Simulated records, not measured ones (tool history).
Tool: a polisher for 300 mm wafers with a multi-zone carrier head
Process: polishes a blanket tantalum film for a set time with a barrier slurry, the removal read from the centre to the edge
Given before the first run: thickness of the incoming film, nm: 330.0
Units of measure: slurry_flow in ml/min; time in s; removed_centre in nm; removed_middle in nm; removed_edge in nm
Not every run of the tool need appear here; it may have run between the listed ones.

run,day,slurry_flow,centre_zone,middle_zone,edge_zone,slurry_solids,time,removed_centre,removed_middle,removed_edge
1,0.000,250,1.00,1.00,1.00,1.00,76,111.220,102.610,106.310
2,0.108,250,1.00,0.94,1.00,1.00,76,111.130,100.130,108.060
3,0.438,240,0.97,0.94,0.99,0.90,73,99.081,92.838,103.010
4,0.483,240,0.97,0.94,1.04,0.90,73,99.748,91.955,104.090
5,0.592,240,1.01,0.94,1.04,0.90,73,103.330,93.722,101.240
6,0.638,240,1.01,0.94,1.04,0.80,73,100.970,89.961,100.660
7,0.829,240,1.01,0.94,1.04,0.80,73,100.630,90.592,98.630
8,1.183,235,0.99,0.96,1.03,0.75,70,92.499,86.345,92.422
9,1.542,230,0.97,0.96,1.02,0.70,68,86.411,81.377,87.359
10,1.700,220,0.94,0.96,1.01,0.65,67,78.647,78.108,82.771
11,1.738,215,0.92,0.95,1.00,0.60,67,75.842,76.263,79.766
12,1.950,215,0.92,0.95,1.00,0.60,67,76.307,76.643,80.556
13,1.988,210,0.90,0.94,1.00,0.60,67,74.772,75.942,80.714
14,2.250,205,0.88,0.93,1.00,0.60,67,71.838,75.408,80.411
15,2.617,200,0.87,0.92,0.99,0.60,67,72.870,74.619,79.055
16,2.804,200,0.86,0.92,1.00,0.60,66,69.315,72.736,79.231

Predict the results of run 17:
17,3.121,195,0.85,0.92,1.00,0.60,66,?,?,?

removed_centre: 68.919 nm
removed_middle: 71.996 nm
removed_edge: 79.703 nm
